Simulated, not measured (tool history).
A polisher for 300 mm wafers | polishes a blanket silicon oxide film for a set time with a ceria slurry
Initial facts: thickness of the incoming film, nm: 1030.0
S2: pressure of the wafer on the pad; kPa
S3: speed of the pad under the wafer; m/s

{"run": 1, "hour": 0.0, "flow of slurry (ml/min)": 220, "S2": 26.2, "S3": 0.98, "polishing time (s)": 51, "film removed (Å)": 2681.0}
{"run": 2, "hour": 0.6, "flow of slurry (ml/min)": 210, "S2": 24.1, "S3": 0.9, "polishing time (s)": 50, "film removed (Å)": 2286.6}
{"run": 3, "hour": 4.5, "flow of slurry (ml/min)": 210, "S2": 24.1, "S3": 0.9, "polishing time (s)": 51, "film removed (Å)": 2275.1}
{"run": 4, "hour": 8.9, "flow of slurry (ml/min)": 200, "S2": 22.1, "S3": 0.84, "polishing time (s)": 50, "film removed (Å)": 1894.1}
{"run": 5, "hour": 12.9, "flow of slurry (ml/min)": 195, "S2": 20.7, "S3": 0.78, "polishing time (s)": 50, "film removed (Å)": 1654.2}
{"run": 6, "hour": 18.9, "flow of slurry (ml/min)": 190, "S2": 19.3, "S3": 0.74, "polishing time (s)": 50, "film removed (Å)": 1480.4}
{"run": 7, "hour": 19.6, "flow of slurry (ml/min)": 185, "S2": 17.9, "S3": 0.7, "polishing time (s)": 50, "film removed (Å)": 1296.5}
{"run": 8, "hour": 20.3, "flow of slurry (ml/min)": 180, "S2": 17.2, "S3": 0.68, "polishing time (s)": 50, "film removed (Å)": 1207.4}

Estimate the outcome of run 9 from the log above:
{"run": 9, "hour": 25.4, "flow of slurry (ml/min)": 175, "S2": 16.5, "S3": 0.66, "polishing time (s)": 50, "film removed (Å)": "?"}

film removed (Å): 1120.2
